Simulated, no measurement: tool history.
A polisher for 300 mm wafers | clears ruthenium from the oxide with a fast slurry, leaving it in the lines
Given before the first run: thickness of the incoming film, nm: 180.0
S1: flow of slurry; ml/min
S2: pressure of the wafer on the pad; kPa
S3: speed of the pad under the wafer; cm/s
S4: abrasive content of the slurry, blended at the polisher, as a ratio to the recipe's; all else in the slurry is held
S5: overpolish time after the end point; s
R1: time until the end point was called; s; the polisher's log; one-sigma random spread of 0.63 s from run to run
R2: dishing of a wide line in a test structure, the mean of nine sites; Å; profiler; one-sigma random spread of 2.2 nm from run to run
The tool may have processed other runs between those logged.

run    day   S1    S2   S3    S4  S5      R1       R2
  1  0.000  215  15.2  122  1.00  29  61.799   690.13
  2  0.046  215  15.2  122  0.85  29  66.386   661.85
  3  0.129  215  16.5  122  0.85  31  61.918   729.30
  4  0.492  215  16.5  122  0.75  31  63.762   668.44
  5  0.775  215  17.2  124  0.80  34  59.845   772.03
  6  1.025  175  17.2  124  0.80  34  61.576   781.98
  7  1.312  175  18.6  124  0.80  36  57.322   856.52
  8  1.483  175  18.6  124  0.80  36  57.352   839.07
  9  1.829  175  19.3  126  0.80  38  56.845   928.42
 10  1.962  175  20.7  126  0.80  39  51.762   935.95
 11  2.246  175  21.4  128  0.80  41  50.243  1011.50

The next listed run, before its measurement:
 12  2.446  175  22.1  130  0.80  42   ?   ?

{"run 12": {"R1": 48.001, "R2": 1066.2}}

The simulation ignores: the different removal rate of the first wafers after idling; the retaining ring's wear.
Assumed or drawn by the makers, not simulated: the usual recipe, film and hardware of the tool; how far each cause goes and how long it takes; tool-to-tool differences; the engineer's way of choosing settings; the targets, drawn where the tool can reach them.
